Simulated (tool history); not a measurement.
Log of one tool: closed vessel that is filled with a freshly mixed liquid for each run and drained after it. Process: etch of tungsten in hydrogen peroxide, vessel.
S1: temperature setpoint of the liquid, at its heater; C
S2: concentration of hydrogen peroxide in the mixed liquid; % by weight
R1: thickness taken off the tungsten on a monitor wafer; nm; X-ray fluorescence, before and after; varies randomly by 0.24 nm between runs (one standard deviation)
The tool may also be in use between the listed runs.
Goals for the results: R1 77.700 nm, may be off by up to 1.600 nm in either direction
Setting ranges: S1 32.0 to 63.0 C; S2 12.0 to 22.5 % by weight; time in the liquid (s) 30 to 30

Run 1, day 0.000: S1 47.0 C, S2 15.5 % by weight, time in the liquid (s) 30. Result: R1 39.963 nm.
Run 2, day 0.100: S1 48.5 C, S2 15.5 % by weight, time in the liquid (s) 30. Result: R1 43.644 nm.
Run 3, day 0.375: S1 45.5 C, S2 15.5 % by weight, time in the liquid (s) 30. Result: R1 36.378 nm.
Run 4, day 0.738: S1 45.5 C, S2 17.0 % by weight, time in the liquid (s) 30. Result: R1 38.018 nm.
Run 5, day 0.933: S1 47.0 C, S2 17.0 % by weight, time in the liquid (s) 30. Result: R1 41.736 nm.
Run 6, day 1.121: S1 40.5 C, S2 17.0 % by weight, time in the liquid (s) 30. Result: R1 27.763 nm.
Run 7, day 1.329: S1 42.5 C, S2 17.0 % by weight, time in the liquid (s) 30. Result: R1 31.295 nm.
Run 8, day 1.367: S1 44.5 C, S2 17.0 % by weight, time in the liquid (s) 30. Result: R1 35.701 nm.
At day 1.588: new drum of peroxide connected.
Run 9, day 1.588: S1 46.0 C, S2 17.0 % by weight, time in the liquid (s) 30. Result: R1 39.741 nm.
Run 10, day 1.612: S1 47.5 C, S2 17.0 % by weight, time in the liquid (s) 30. Result: R1 43.722 nm.
Run 11, day 1.725: S1 48.5 C, S2 17.0 % by weight, time in the liquid (s) 30. Result: R1 46.525 nm.
Run 12, day 1.888: S1 49.5 C, S2 17.0 % by weight, time in the liquid (s) 30. Result: R1 49.490 nm.

Consider the 4 candidate settings below. Which is the only one whose results all fall within their allowed miss of target?
Run A, day 2.050: S1 55.5 C, S2 17.5 % by weight, time in the liquid (s) 30. Result: R1 ?.
Run B, day 2.050: S1 56.0 C, S2 19.0 % by weight, time in the liquid (s) 30. Result: R1 ?.
Run C, day 2.050: S1 47.5 C, S2 15.5 % by weight, time in the liquid (s) 30. Result: R1 ?.
Run D, day 2.050: S1 46.0 C, S2 16.0 % by weight, time in the liquid (s) 30. Result: R1 ?.

move      R1
   A  72.174
   B  77.455
   C  41.841
   D  38.714
A: closer than the last run, but not yet in spec
B: meets every target
C: moves away from the targets compared with the last run
D: moves away from the targets compared with the last run
Go with B: it meets all targets.

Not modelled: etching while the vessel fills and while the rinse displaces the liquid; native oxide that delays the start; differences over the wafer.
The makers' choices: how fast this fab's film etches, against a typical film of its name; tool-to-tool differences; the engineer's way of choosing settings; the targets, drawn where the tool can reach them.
